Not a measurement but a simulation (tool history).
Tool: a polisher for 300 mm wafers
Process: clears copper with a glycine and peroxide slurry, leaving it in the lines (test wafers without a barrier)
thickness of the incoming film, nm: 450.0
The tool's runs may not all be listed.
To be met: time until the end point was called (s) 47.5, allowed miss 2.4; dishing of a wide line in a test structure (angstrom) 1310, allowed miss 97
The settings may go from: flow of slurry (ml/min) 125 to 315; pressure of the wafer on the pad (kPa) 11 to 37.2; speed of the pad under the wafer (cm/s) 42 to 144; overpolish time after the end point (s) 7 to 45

| run | hour | flow of slurry (ml/min) | pressure of the wafer on the pad (kPa) | speed of the pad under the wafer (cm/s) | overpolish time after the end point (s) | time until the end point was called (s) | dishing of a wide line in a test structure (angstrom) |
|---|---|---|---|---|---|---|---|
| 1 | 0 | 205 | 24.1 | 92 | 23 | 66.07 | 881.92 |
| 2 | 1.4 | 230 | 24.1 | 92 | 23 | 64.693 | 892.94 |
| 3 | 5.6 | 230 | 29.6 | 92 | 23 | 55.796 | 1023.5 |
| 4 | 13.1 | 250 | 29.6 | 92 | 23 | 54.035 | 1035.8 |
| 5 | 17.7 | 250 | 31 | 92 | 24 | 52.482 | 1104.2 |
| 6 | 25.2 | 250 | 27.6 | 92 | 24 | 58.281 | 1015.8 |
| 7 | 27.6 | 250 | 29.6 | 92 | 25 | 54.391 | 1109.2 |
| 8 | 28.3 | 250 | 31 | 92 | 26 | 54.306 | 1081.7 |

5 next moves are on the table. One of them brings every result within its allowed miss. Which?
| A | 29 | 240 | 33.1 | 96 | 22 | ? | ? |
| B | 29 | 270 | 32.4 | 120 | 41 | ? | ? |
| C | 29 | 260 | 34.5 | 110 | 36 | ? | ? |
| D | 29 | 265 | 33.1 | 94 | 30 | ? | ? |
| E | 29 | 260 | 35.9 | 108 | 42 | ? | ? |

| move | time until the end point was called (s) | dishing of a wide line in a test structure (angstrom) |
|---|---|---|
| A | 47.945 | 1056.8 |
| B | 40.668 | 1530.7 |
| C | 41.331 | 1472.7 |
| D | 48.306 | 1260.4 |
| E | 40.474 | 1579.9 |
A: brings the result that was furthest off to its target, and leaves another outside
B: takes the result that was furthest off past its target
C: takes the result that was furthest off past its target
D: meets every target
E: takes the result that was furthest off past its target
Answer: D

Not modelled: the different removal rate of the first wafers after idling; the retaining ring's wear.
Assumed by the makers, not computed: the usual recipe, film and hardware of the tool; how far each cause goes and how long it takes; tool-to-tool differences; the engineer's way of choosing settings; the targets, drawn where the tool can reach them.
